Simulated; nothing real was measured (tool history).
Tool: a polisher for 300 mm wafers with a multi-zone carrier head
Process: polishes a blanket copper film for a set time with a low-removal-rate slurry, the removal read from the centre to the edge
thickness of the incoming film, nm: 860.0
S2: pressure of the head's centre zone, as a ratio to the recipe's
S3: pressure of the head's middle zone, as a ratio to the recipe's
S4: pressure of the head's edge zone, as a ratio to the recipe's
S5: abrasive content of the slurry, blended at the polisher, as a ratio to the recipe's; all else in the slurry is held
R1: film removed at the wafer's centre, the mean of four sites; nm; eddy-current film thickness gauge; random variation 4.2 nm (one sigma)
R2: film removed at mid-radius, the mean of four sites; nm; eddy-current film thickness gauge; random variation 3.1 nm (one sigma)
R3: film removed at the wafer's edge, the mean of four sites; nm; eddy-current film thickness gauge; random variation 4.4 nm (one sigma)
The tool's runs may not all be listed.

run 1 day=0.000 | flow_of_slurry_(ml/min)=205 S2=1.00 S3=1.00 S4=1.00 S5=1.00 polishing_time_(s)=76 | R1=326.75 R2=291.31 R3=304.96
run 2 day=0.200 | flow_of_slurry_(ml/min)=220 S2=1.03 S3=1.02 S4=1.02 S5=1.05 polishing_time_(s)=76 | R1=341.22 R2=300.75 R3=313.28
run 3 day=0.350 | flow_of_slurry_(ml/min)=220 S2=1.03 S3=0.99 S4=1.02 S5=1.05 polishing_time_(s)=76 | R1=339.78 R2=298.81 R3=310.34
run 4 day=0.429 | flow_of_slurry_(ml/min)=185 S2=1.03 S3=0.99 S4=1.02 S5=1.05 polishing_time_(s)=76 | R1=325.37 R2=287.25 R3=306.80
run 5 day=0.500 | flow_of_slurry_(ml/min)=210 S2=1.05 S3=1.00 S4=1.03 S5=1.10 polishing_time_(s)=76 | R1=348.18 R2=295.82 R3=314.32
run 6 day=0.846 | flow_of_slurry_(ml/min)=210 S2=1.05 S3=1.00 S4=1.03 S5=1.30 polishing_time_(s)=76 | R1=358.76 R2=304.45 R3=320.71
run 7 day=1.125 | flow_of_slurry_(ml/min)=225 S2=1.06 S3=1.01 S4=1.04 S5=1.30 polishing_time_(s)=76 | R1=357.22 R2=314.08 R3=323.75
run 8 day=1.246 | flow_of_slurry_(ml/min)=235 S2=1.08 S3=1.01 S4=1.04 S5=1.30 polishing_time_(s)=76 | R1=370.04 R2=317.39 R3=329.98
run 9 day=1.617 | flow_of_slurry_(ml/min)=240 S2=1.09 S3=1.01 S4=1.03 S5=1.30 polishing_time_(s)=76 | R1=369.78 R2=317.43 R3=327.53
-- day=1.942 centre zone pressure recalibrated
run 10 day=1.942 | flow_of_slurry_(ml/min)=260 S2=1.13 S3=1.03 S4=1.05 S5=1.35 polishing_time_(s)=76 | R1=360.28 R2=323.84 R3=334.39

Run 11 comes next. What will it give?
run 11 day=2.104 | flow_of_slurry_(ml/min)=255 S2=1.13 S3=1.02 S4=1.03 S5=1.40 polishing_time_(s)=76 | R1=? R2=? R3=?

Run 11 gave R1 364.53 nm, R2 326.35 nm, R3 328.69 nm.
